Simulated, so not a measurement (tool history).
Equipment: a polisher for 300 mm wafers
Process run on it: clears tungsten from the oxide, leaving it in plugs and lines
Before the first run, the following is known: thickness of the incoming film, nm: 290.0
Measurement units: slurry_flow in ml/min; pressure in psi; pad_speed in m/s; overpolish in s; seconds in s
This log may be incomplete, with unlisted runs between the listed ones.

run,hour,slurry_flow,pressure,pad_speed,slurry_solids,overpolish,seconds
1,0,215,4.4,1.42,1,21,30.324
2,4,215,4.4,1.42,1,21,30.04
3,8.2,215,4.4,1.42,1,21,30.486
4,10.9,215,4.4,1.42,1,21,30.478
5,14.6,170,4.4,1.42,1,21,31.949
6,18.2,170,4.4,1.78,1,21,25.696
7,23.9,165,4,1.78,1,21,28.03
8,27,160,3.7,1.78,1,21,29.307
9,29.9,155,3.4,1.78,1,21,31.442

What does the tool deliver on the next run?
10,35.8,155,3.2,1.78,1,21,?

{"run 10": {"seconds": 32.113}}
